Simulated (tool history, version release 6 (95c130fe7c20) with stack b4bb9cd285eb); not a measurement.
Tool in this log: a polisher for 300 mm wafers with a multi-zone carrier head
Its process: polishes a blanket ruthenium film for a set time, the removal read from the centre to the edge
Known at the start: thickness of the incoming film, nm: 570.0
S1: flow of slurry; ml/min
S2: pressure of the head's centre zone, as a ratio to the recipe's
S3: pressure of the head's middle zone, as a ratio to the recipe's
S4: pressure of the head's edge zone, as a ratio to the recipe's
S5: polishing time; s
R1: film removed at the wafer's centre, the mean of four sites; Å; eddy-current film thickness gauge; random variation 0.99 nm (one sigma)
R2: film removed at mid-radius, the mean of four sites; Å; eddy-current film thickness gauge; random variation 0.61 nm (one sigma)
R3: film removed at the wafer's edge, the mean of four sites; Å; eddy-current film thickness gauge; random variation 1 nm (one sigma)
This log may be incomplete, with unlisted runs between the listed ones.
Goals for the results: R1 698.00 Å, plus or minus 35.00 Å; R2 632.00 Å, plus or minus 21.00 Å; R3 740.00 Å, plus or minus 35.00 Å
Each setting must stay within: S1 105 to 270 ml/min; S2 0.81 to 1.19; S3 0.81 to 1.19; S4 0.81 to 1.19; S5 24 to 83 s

run  hour   S1    S2    S3    S4  S5      R1      R2      R3
  1   0.0  175  1.00  1.00  1.00  53  590.14  598.63  582.91
  2   0.6  175  1.00  1.00  1.04  53  577.46  589.18  594.24
  3   3.5  175  0.96  1.00  1.04  53  565.62  582.20  607.21
  4   7.6  135  0.96  1.00  1.04  53  532.24  562.57  571.20
  5  14.8  135  0.96  1.00  1.04  44  448.36  460.24  486.93
  6  18.2  135  0.96  1.00  1.04  56  570.83  594.08  611.42
  7  25.3  145  0.97  0.98  1.06  57  577.37  602.92  628.40
  8  28.9  160  0.99  0.95  1.07  58  627.90  602.72  643.18
  9  34.0  170  0.99  0.94  1.09  58  634.56  609.30  656.21
 10  43.0  175  0.99  0.93  1.11  58  620.92  608.66  677.44
 11  51.1  180  1.00  0.92  1.12  58  639.75  598.88  676.30
 12  59.5  185  1.00  0.92  1.13  58  653.15  607.01  686.36

Which single option among these 5 for the next run brings every result within its allowed miss of target? Just one does.
  A  67.9  220  1.06  0.90  1.07  64   ?   ?   ?
  B  67.9  205  0.98  0.87  1.19  69   ?   ?   ?
  C  67.9  145  0.99  1.08  1.02  59   ?   ?   ?
  D  67.9  195  1.00  0.88  1.13  62   ?   ?   ?
  E  67.9  205  0.87  0.84  1.19  62   ?   ?   ?

move      R1      R2      R3
   A  760.28  667.48  731.79
   B  749.68  693.63  827.87
   C  612.04  675.42  628.58
   D  682.44  624.98  720.50
   E  597.30  605.88  744.18
A: brings the last run's worst result on target, with another outside its allowed miss
B: pushes the last run's worst result past its target
C: misses by more than the last run did
D: all results land within tolerance of their targets
E: brings the last run's worst result on target, with another outside its allowed miss
The move that meets every target is D.
